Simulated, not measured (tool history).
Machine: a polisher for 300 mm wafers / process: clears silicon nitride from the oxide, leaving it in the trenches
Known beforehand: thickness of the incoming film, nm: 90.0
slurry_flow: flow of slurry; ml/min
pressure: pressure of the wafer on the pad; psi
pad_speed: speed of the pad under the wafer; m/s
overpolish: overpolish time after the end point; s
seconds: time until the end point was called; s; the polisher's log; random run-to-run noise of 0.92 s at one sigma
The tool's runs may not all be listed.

run	hour	slurry_flow	pressure	pad_speed	overpolish	seconds
1	0	255	3.3	1.24	23	57.775
2	6.9	280	3.3	1.24	23	57.445
3	13.5	315	3.3	1.24	23	56.996
4	17.7	315	2.9	1.24	23	62.73
5	24.8	315	3.4	1.24	23	56.045
6	30.4	315	2.9	1.22	23	65.488

What will run 7 give?
7	38	315	2.6	1.22	23	?

{"run 7": {"seconds": 69.67}}

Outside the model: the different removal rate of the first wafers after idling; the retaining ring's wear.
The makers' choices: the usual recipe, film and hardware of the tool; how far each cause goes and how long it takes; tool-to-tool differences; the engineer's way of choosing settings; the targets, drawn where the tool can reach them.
